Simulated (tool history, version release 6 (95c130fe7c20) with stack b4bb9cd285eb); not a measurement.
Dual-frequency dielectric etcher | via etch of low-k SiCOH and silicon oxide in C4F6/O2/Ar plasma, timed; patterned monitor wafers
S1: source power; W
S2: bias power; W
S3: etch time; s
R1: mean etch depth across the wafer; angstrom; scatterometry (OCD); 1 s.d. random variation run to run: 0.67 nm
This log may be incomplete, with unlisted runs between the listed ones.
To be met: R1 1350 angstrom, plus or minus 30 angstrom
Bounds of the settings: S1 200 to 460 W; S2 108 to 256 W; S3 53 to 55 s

Run 1, hour 0: S1 330 W, S2 182 W, S3 53 s. Result: R1 1197.2 angstrom.
Run 2, hour 8.1: S1 290 W, S2 182 W, S3 53 s. Result: R1 1147.8 angstrom.
Run 3, hour 14.6: S1 320 W, S2 182 W, S3 53 s. Result: R1 1185.3 angstrom.
Run 4, hour 21.2: S1 320 W, S2 182 W, S3 53 s. Result: R1 1173.5 angstrom.
Run 5, hour 23.6: S1 320 W, S2 182 W, S3 53 s. Result: R1 1176.9 angstrom.
Run 6, hour 29.3: S1 330 W, S2 185 W, S3 53 s. Result: R1 1187.1 angstrom.
Run 7, hour 32.3: S1 340 W, S2 191 W, S3 53 s. Result: R1 1237 angstrom.
Run 8, hour 33: S1 350 W, S2 192 W, S3 53 s. Result: R1 1244.3 angstrom.
Run 9, hour 39: S1 350 W, S2 192 W, S3 53 s. Result: R1 1236.8 angstrom.
Run 10, hour 45.8: S1 360 W, S2 194 W, S3 53 s. Result: R1 1263 angstrom.

Of the 5 settings listed for the next run, only one would bring every result within its allowed miss of target. Which one?
Run A, hour 52.6: S1 360 W, S2 199 W, S3 53 s. Result: R1 ?.
Run B, hour 52.6: S1 380 W, S2 154 W, S3 53.5 s. Result: R1 ?.
Run C, hour 52.6: S1 460 W, S2 199 W, S3 53 s. Result: R1 ?.
Run D, hour 52.6: S1 340 W, S2 212 W, S3 53 s. Result: R1 ?.
Run E, hour 52.6: S1 360 W, S2 175 W, S3 53 s. Result: R1 ?.

move      R1
   A  1273.1
   B  1142.2
   C  1362.2
   D  1294.3
   E  1192.5
A: an improvement on the last run, though not all results are within tolerance
B: lands further from the targets than the last run did
C: all results land within tolerance of their targets
D: an improvement on the last run, though not all results are within tolerance
E: lands further from the targets than the last run did
Move C is the one to make.
